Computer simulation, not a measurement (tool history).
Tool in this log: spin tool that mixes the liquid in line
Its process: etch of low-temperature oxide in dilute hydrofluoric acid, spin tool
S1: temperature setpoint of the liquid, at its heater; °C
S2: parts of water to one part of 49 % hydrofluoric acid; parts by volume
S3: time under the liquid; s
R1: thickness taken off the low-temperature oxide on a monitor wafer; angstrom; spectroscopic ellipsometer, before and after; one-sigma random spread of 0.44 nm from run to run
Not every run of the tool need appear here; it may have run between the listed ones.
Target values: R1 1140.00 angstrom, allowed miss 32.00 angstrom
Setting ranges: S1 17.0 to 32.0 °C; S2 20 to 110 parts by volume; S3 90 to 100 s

run,day,S1,S2,S3,R1
1,0.000,24.0,60,90,388.39
2,0.100,24.0,60,90,389.81
3,0.162,24.0,60,90,390.68
4,0.521,20.5,60,90,336.17
5,0.808,23.5,60,90,379.54
6,1.104,23.5,40,90,586.58
7,1.338,24.5,40,90,611.04
8,1.462,28.5,20,90,1494.50
9,1.800,28.0,20,90,1457.80
10,1.867,27.5,20,90,1425.20
11,2.167,27.0,20,90,1402.50
12,2.367,23.0,20,90,1191.10

Of the 4 settings listed for the next run, only one would bring every result within its allowed miss of target. Which one?
A,2.567,27.5,25,95,?
B,2.567,22.0,20,90,?
C,2.567,23.5,25,100,?
D,2.567,24.0,20,90,?

move,R1
A,1202.30
B,1138.60
C,1071.70
D,1239.70
A: further off than the last run
B: each result inside its tolerance
C: pushes the last run's worst result past its target
D: further off than the last run
Go with B: it meets all targets.

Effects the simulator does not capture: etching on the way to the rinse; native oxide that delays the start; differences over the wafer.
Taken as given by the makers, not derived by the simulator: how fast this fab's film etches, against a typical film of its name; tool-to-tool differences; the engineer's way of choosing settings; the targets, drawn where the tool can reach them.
